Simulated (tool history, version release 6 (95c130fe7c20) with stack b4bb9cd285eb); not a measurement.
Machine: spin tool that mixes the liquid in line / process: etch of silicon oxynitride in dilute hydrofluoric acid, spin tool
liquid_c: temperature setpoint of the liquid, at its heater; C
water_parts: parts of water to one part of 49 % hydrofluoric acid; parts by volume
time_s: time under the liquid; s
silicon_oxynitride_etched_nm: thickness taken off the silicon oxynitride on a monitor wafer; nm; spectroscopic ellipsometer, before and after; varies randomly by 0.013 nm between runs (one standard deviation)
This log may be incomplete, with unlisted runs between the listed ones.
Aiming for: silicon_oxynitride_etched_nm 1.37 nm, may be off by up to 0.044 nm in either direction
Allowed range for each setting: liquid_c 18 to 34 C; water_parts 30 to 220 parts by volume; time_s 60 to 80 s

run  hour  liquid_c  water_parts  time_s  silicon_oxynitride_etched_nm
  1     0        26          125      80                        1.8263
  2   7.1        26          125      80                        1.8134
  3  13.7      25.5          125      80                        1.7587
  4  21.3        25          125      80                        1.7384
  5  24.8      24.5          125      80                        1.6948
  6  31.9      24.5          110      80                        1.9325
  7  39.3        24          110      80                        1.8628
  8  44.3      23.5          110      80                        1.8368
  9  52.7        23          110      80                         1.811
 10  55.9      22.5          110      80                        1.7663
 11  59.3        22          110      80                        1.7073
 12    66        22          110      80                        1.7155
     67.5  -- hydrofluoric acid flow meter replaced
 13  67.5        18          120      80                        1.1748
 14  74.6      18.5          120      80                        1.1937

Which one of the following 5 next-run settings gets every result inside its allowed miss? There is exactly one.
  A  81.7        22          110      75                             ?
  B  81.7        20          105      80                             ?
  C  81.7      18.5          100      75                             ?
  D  81.7      18.5          100      70                             ?
  E  81.7        19          100      80                             ?

move  silicon_oxynitride_etched_nm
   A                        1.4664
   B                        1.4933
   C                        1.3703
   D                        1.2789
   E                        1.4982
A: pushes the last run's worst result past its target
B: pushes the last run's worst result past its target
C: all results in spec
D: moves toward the targets from the last run without getting all of them in spec
E: pushes the last run's worst result past its target
Go with C: it meets all targets.
